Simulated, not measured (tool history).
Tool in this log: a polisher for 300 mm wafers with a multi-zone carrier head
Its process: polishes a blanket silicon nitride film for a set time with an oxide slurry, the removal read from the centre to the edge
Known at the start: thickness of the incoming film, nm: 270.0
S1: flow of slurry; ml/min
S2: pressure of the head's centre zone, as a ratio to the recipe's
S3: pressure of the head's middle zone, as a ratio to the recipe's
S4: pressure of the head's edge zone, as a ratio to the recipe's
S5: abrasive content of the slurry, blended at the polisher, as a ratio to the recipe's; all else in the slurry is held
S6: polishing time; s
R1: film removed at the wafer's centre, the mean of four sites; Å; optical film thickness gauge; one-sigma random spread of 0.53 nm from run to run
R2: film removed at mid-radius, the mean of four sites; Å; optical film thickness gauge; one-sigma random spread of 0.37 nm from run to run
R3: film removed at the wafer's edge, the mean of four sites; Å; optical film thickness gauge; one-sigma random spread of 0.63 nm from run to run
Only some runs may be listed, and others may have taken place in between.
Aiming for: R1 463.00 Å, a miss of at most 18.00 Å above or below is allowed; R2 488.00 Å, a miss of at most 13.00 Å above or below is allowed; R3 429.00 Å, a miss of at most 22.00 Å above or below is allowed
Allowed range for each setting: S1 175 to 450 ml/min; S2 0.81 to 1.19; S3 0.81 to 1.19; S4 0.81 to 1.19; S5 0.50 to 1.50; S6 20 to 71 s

run  hour   S1    S2    S3    S4    S5  S6      R1      R2      R3
  1   0.0  290  1.00  1.00  1.00  1.00  45  405.90  398.38  397.74
  2   5.1  300  1.02  1.04  1.01  1.00  45  409.81  414.42  401.95
  3   9.9  305  1.04  1.07  1.01  1.05  45  430.80  441.21  399.70
  4  10.8  310  1.05  1.08  1.03  1.05  45  425.18  439.07  402.92
  5  18.5  310  1.05  1.08  1.09  1.05  45  430.72  443.36  427.44
  6  20.6  315  1.06  1.10  1.09  1.05  45  433.15  447.96  421.04
  7  25.5  320  1.07  1.12  1.09  1.05  45  440.64  453.88  422.75
  8  32.0  325  1.08  1.14  1.09  1.05  45  439.29  463.03  418.40
  9  39.9  330  1.09  1.15  1.10  1.05  45  441.16  470.80  421.58
 10  40.7  335  1.10  1.16  1.10  1.05  45  448.68  473.87  426.05

4 candidate next runs follow, results not yet known. Just one meets every target within its allowed miss. Identify it.
  A  41.5  310  1.14  1.10  1.11  1.30  42   ?   ?   ?
  B  41.5  415  1.12  1.12  1.11  0.95  47   ?   ?   ?
  C  41.5  260  1.14  1.19  1.12  1.40  42   ?   ?   ?
  D  41.5  310  1.13  1.10  1.12  1.15  44   ?   ?   ?

move      R1      R2      R3
   A  455.48  457.56  427.13
   B  457.56  471.83  431.02
   C  457.82  492.85  432.93
   D  452.72  457.82  428.77
A: the biggest miss grows against the last run
B: the biggest miss grows against the last run
C: all results in spec
D: the biggest miss grows against the last run
The right move is C.
